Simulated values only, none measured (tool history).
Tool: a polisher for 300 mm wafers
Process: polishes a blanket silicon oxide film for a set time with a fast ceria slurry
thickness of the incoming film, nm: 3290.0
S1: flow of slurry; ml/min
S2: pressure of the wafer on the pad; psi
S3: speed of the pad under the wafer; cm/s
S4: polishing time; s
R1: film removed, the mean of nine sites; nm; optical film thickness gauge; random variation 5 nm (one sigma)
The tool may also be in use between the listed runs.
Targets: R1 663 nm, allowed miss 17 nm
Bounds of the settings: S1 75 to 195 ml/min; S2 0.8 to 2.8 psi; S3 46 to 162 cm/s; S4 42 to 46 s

| run | day | S1 | S2 | S3 | S4 | R1 |
|---|---|---|---|---|---|---|
| 1 | 0 | 125 | 1.8 | 104 | 46 | 513.2 |
| 2 | 0.225 | 135 | 1.9 | 104 | 46 | 546.72 |
| 3 | 0.592 | 135 | 2 | 104 | 46 | 576.91 |
| 4 | 0.633 | 135 | 2.2 | 104 | 46 | 636.1 |
| 5 | 0.733 | 135 | 2 | 104 | 46 | 580.9 |
| 6 | 0.842 | 135 | 2 | 104 | 42 | 524.81 |
| 7 | 0.95 | 140 | 2.1 | 104 | 42 | 549.46 |
| 8 | 1.112 | 140 | 2.2 | 104 | 42 | 581.27 |
| 9 | 1.371 | 140 | 2.3 | 104 | 42 | 609.82 |
| 10 | 1.738 | 145 | 2.4 | 104 | 42 | 640.08 |

4 next moves are on the table. One of them brings every result within its allowed miss. Which?
| A | 2.104 | 125 | 2.5 | 100 | 42 | ? |
| B | 2.104 | 105 | 2.5 | 102 | 43 | ? |
| C | 2.104 | 170 | 2.2 | 112 | 43 | ? |
| D | 2.104 | 150 | 2.4 | 110 | 44 | ? |

| move | R1 |
|---|---|
| A | 620.23 |
| B | 620.16 |
| C | 663.11 |
| D | 710.52 |
A: further off than the last run
B: further off than the last run
C: meets every target
D: takes the result that was furthest off past its target
Answer: C
